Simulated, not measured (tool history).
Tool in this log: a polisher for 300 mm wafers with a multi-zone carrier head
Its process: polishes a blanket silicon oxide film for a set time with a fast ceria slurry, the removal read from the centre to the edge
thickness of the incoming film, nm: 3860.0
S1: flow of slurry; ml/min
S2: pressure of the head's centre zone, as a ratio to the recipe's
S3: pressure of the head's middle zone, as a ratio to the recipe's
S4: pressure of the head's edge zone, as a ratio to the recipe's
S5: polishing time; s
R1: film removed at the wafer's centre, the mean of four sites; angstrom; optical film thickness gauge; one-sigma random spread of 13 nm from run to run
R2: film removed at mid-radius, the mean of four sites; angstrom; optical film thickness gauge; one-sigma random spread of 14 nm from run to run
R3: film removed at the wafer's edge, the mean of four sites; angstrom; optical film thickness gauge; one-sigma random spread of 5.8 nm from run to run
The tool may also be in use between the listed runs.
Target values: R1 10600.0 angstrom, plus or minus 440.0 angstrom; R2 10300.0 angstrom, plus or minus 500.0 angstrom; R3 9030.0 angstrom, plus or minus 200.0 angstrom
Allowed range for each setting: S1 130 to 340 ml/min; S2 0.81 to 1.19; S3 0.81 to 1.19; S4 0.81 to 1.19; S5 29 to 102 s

run  hour   S1    S2    S3    S4  S5       R1       R2      R3
  1   0.0  220  1.00  1.00  1.00  65   7812.8   7970.1  7946.7
  2   4.3  220  1.00  1.00  1.00  49   6097.3   6093.1  6023.6
  3   9.2  230  1.02  1.02  1.01  51   6427.7   6463.7  6386.8
  4  12.2  235  1.04  1.03  1.00  53   6766.9   6718.4  6567.6
  5  19.1  240  1.06  1.05  0.99  55   7158.8   7114.3  6795.5
  6  21.3  245  1.08  1.06  0.99  57   7601.1   7534.7  7056.2
  7  22.2  250  1.09  1.07  0.99  58   7908.0   7562.7  7189.6
  8  26.3  255  1.10  1.08  0.99  59   8098.6   8103.2  7345.5
  9  31.0  260  1.11  1.08  1.00  60   8456.4   7980.1  7562.0
 10  32.1  265  1.15  1.18  0.98  74  10763.0  10927.0  9175.0

Which of these 5 next moves meets every target?
  A  33.2  235  1.19  1.19  0.95  71   ?   ?   ?
  B  33.2  250  1.14  1.01  1.05  74   ?   ?   ?
  C  33.2  250  1.19  1.18  1.05  71   ?   ?   ?
  D  33.2  165  1.17  1.11  1.03  78   ?   ?   ?
  E  33.2  300  1.13  1.11  1.03  73   ?   ?   ?

move       R1       R2      R3
   A  10428.0  10160.0  8715.6
   B  10488.0   9277.8  9614.2
   C  10520.0  10166.0  9203.5
   D  10540.0   9912.2  9542.8
   E  10498.0  10125.0  9529.6
A: corrects the largest miss of the last run, while another result sits out of spec
B: takes the biggest miss from the last run beyond its target
C: hits every target within its allowed miss
D: corrects the largest miss of the last run, while another result sits out of spec
E: corrects the largest miss of the last run, while another result sits out of spec
C meets every target.
